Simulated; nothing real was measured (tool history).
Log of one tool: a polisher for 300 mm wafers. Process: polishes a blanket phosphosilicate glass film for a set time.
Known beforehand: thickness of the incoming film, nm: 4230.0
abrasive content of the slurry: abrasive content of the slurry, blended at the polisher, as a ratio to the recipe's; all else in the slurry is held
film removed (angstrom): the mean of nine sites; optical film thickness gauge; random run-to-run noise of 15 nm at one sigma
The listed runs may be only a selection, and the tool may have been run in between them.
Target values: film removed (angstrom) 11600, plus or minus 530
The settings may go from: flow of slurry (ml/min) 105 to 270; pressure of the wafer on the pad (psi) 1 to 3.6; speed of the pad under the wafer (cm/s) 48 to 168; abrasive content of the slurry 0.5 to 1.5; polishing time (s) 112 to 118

| run | day | flow of slurry (ml/min) | pressure of the wafer on the pad (psi) | speed of the pad under the wafer (cm/s) | abrasive content of the slurry | polishing time (s) | film removed (angstrom) |
|---|---|---|---|---|---|---|---|
| 1 | 0 | 175 | 2.3 | 108 | 1 | 112 | 8176.8 |
| 2 | 0.25 | 175 | 2.4 | 108 | 1 | 112 | 8469.6 |
| 3 | 0.408 | 175 | 2.5 | 108 | 1 | 112 | 8633.5 |
| 4 | 0.462 | 175 | 2.6 | 108 | 1 | 112 | 9223.6 |
| 5 | 0.833 | 175 | 2.7 | 108 | 1 | 112 | 9619.9 |
| 6 | 0.983 | 175 | 2.8 | 108 | 1 | 112 | 9720.7 |
| 7 | 1.05 | 175 | 2.9 | 108 | 1 | 112 | 10108 |
| 8 | 1.408 | 175 | 3.1 | 108 | 1 | 112 | 10831 |

Which one of the following 5 next-run settings gets every result inside its allowed miss? There is exactly one.
| A | 1.767 | 165 | 3 | 110 | 0.95 | 112 | ? |
| B | 1.767 | 190 | 3.4 | 106 | 0.95 | 112 | ? |
| C | 1.767 | 200 | 2.8 | 110 | 0.95 | 112 | ? |
| D | 1.767 | 210 | 3 | 98 | 1 | 112 | ? |
| E | 1.767 | 195 | 3.3 | 120 | 0.85 | 118 | ? |

| move | film removed (angstrom) |
|---|---|
| A | 10370 |
| B | 11666 |
| C | 9927.6 |
| D | 10156 |
| E | 12389 |
A: misses by more than the last run did
B: meets every target
C: misses by more than the last run did
D: misses by more than the last run did
E: carries the result that was furthest off beyond its target, to the other side
The move that meets every target is B.
